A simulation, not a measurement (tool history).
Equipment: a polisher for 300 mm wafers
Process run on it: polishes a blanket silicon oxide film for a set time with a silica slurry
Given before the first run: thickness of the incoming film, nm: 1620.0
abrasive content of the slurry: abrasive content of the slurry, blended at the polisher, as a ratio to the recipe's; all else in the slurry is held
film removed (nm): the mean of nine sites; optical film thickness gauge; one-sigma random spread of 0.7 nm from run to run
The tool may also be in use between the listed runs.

| run | hour | flow of slurry (ml/min) | pressure of the wafer on the pad (psi) | speed of the pad under the wafer (cm/s) | abrasive content of the slurry | polishing time (s) | film removed (nm) |
|---|---|---|---|---|---|---|---|
| 1 | 0.0 | 305 | 4.5 | 106 | 1.0 | 35 | 139.400 |
| 2 | 1.1 | 380 | 4.5 | 106 | 1.0 | 35 | 140.870 |
| 3 | 4.9 | 380 | 4.5 | 116 | 1.0 | 35 | 148.960 |
| 4 | 9.5 | 380 | 4.5 | 116 | 0.8 | 35 | 125.120 |
| 5 | 11.1 | 380 | 4.5 | 94 | 0.8 | 35 | 112.200 |
| 6 | 18.7 | 455 | 4.5 | 94 | 0.8 | 35 | 111.500 |
| 7 | 23.3 | 455 | 4.1 | 94 | 0.8 | 35 | 101.900 |
| 8 | 31.3 | 455 | 3.8 | 94 | 0.8 | 35 | 95.069 |
| 9 | 34.9 | 455 | 3.6 | 94 | 0.8 | 35 | 90.296 |
| 10 | 35.9 | 455 | 3.4 | 94 | 0.8 | 35 | 85.072 |
| 11 | 37.6 | 455 | 3.3 | 94 | 0.8 | 35 | 82.908 |
| 12 | 38.4 | 455 | 3.2 | 94 | 0.8 | 35 | 81.704 |

What does the tool deliver on the next run?
| 13 | 42.6 | 455 | 2.6 | 94 | 0.8 | 35 | ? |

film removed (nm): 65.672

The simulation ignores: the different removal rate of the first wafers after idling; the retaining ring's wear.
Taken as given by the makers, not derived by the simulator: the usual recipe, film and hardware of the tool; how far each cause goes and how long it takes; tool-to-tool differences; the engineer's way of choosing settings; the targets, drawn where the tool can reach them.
